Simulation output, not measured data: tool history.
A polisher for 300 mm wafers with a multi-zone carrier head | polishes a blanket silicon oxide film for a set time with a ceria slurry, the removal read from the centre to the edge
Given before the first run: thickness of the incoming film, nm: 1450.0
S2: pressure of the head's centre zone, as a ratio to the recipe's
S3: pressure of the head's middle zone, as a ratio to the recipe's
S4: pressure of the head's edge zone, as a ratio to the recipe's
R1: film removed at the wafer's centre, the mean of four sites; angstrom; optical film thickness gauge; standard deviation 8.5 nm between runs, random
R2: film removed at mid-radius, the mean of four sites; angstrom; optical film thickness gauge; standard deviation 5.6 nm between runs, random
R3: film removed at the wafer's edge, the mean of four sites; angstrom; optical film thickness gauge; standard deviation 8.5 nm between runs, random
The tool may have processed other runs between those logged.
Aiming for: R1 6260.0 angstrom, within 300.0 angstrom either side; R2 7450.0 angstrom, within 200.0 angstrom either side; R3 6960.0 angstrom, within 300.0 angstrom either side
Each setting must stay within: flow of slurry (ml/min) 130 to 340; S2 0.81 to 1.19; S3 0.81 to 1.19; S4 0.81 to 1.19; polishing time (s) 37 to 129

{"run": 1, "day": 0.0, "flow of slurry (ml/min)": 220, "S2": 1.0, "S3": 1.0, "S4": 1.0, "polishing time (s)": 83, "R1": 5467.4, "R2": 5907.4, "R3": 5974.3}
{"run": 2, "day": 0.304, "flow of slurry (ml/min)": 230, "S2": 1.01, "S3": 1.04, "S4": 1.03, "polishing time (s)": 84, "R1": 5566.6, "R2": 6157.1, "R3": 6042.9}
{"run": 3, "day": 0.446, "flow of slurry (ml/min)": 230, "S2": 1.09, "S3": 1.04, "S4": 1.03, "polishing time (s)": 84, "R1": 5896.2, "R2": 6239.4, "R3": 6102.8}
{"run": 4, "day": 0.792, "flow of slurry (ml/min)": 235, "S2": 1.08, "S3": 1.06, "S4": 1.06, "polishing time (s)": 86, "R1": 6187.0, "R2": 6449.6, "R3": 6384.2}
{"run": 5, "day": 1.104, "flow of slurry (ml/min)": 235, "S2": 1.14, "S3": 1.06, "S4": 1.06, "polishing time (s)": 86, "R1": 6327.5, "R2": 6483.7, "R3": 6241.0}
{"run": 6, "day": 1.188, "flow of slurry (ml/min)": 235, "S2": 1.14, "S3": 1.01, "S4": 1.06, "polishing time (s)": 86, "R1": 6295.2, "R2": 6309.0, "R3": 6379.9}
{"run": 7, "day": 1.3, "flow of slurry (ml/min)": 240, "S2": 1.1, "S3": 1.05, "S4": 1.07, "polishing time (s)": 87, "R1": 6285.8, "R2": 6460.7, "R3": 6471.6}
{"day": 1.525, "done": "centre zone pressure recalibrated"}
{"run": 8, "day": 1.525, "flow of slurry (ml/min)": 235, "S2": 1.0, "S3": 1.15, "S4": 1.07, "polishing time (s)": 96, "R1": 6843.1, "R2": 7536.9, "R3": 7078.4}
{"run": 9, "day": 1.604, "flow of slurry (ml/min)": 230, "S2": 0.97, "S3": 1.15, "S4": 1.07, "polishing time (s)": 96, "R1": 6694.0, "R2": 7588.1, "R3": 7050.4}

Pick the move, out of 5, that brings all results within their allowed miss; only one does.
{"run": "A", "day": 1.683, "flow of slurry (ml/min)": 225, "S2": 0.96, "S3": 1.12, "S4": 1.11, "polishing time (s)": 100, "R1": "?", "R2": "?", "R3": "?"}
{"run": "B", "day": 1.683, "flow of slurry (ml/min)": 235, "S2": 1.08, "S3": 1.14, "S4": 1.03, "polishing time (s)": 94, "R1": "?", "R2": "?", "R3": "?"}
{"run": "C", "day": 1.683, "flow of slurry (ml/min)": 190, "S2": 1.11, "S3": 1.17, "S4": 1.02, "polishing time (s)": 99, "R1": "?", "R2": "?", "R3": "?"}
{"run": "D", "day": 1.683, "flow of slurry (ml/min)": 175, "S2": 1.01, "S3": 1.19, "S4": 1.07, "polishing time (s)": 100, "R1": "?", "R2": "?", "R3": "?"}
{"run": "E", "day": 1.683, "flow of slurry (ml/min)": 210, "S2": 0.91, "S3": 1.16, "S4": 1.06, "polishing time (s)": 95, "R1": "?", "R2": "?", "R3": "?"}

move=A R1=6957.6 R2=7746.3 R3=7471.1
move=B R1=7255.7 R2=7416.4 R3=6794.1
move=C R1=7543.3 R2=7707.1 R3=6951.2
move=D R1=6929.9 R2=7769.1 R3=7110.2
move=E R1=6259.6 R2=7475.1 R3=6880.1
A: the biggest miss grows against the last run
B: the biggest miss grows against the last run
C: the biggest miss grows against the last run
D: the biggest miss grows against the last run
E: all results land within tolerance of their targets
Go with E: it meets all targets.
